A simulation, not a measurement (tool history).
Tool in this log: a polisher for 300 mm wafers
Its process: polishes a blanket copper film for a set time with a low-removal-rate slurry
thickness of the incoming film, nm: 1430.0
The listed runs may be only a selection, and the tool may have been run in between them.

| run | hour | flow of slurry (ml/min) | pressure of the wafer on the pad (kPa) | speed of the pad under the wafer (m/s) | abrasive content of the slurry | polishing time (s) | film removed (angstrom) |
|---|---|---|---|---|---|---|---|
| 1 | 0 | 250 | 15.2 | 1.36 | 1 | 31 | 795.63 |
| 2 | 2.6 | 250 | 15.2 | 1.6 | 1 | 31 | 951.71 |
| 3 | 6.5 | 250 | 15.2 | 1.92 | 1 | 31 | 1103.5 |
| 4 | 9.9 | 250 | 15.2 | 1.92 | 0.85 | 31 | 1086.2 |
| 5 | 12.7 | 250 | 15.2 | 1.92 | 1.05 | 31 | 1145.7 |
| 6 | 17.6 | 250 | 15.2 | 1.92 | 0.85 | 31 | 1070.8 |
| 7 | 20.7 | 250 | 13.8 | 1.76 | 0.85 | 31 | 947.44 |
| 8 | 22.6 | 240 | 12.4 | 1.58 | 0.8 | 30 | 731.12 |

The next listed run, before its measurement:
| 9 | 23.9 | 240 | 11.7 | 1.46 | 0.8 | 30 | ? |

Run 9 produced film removed (angstrom) 651.25.
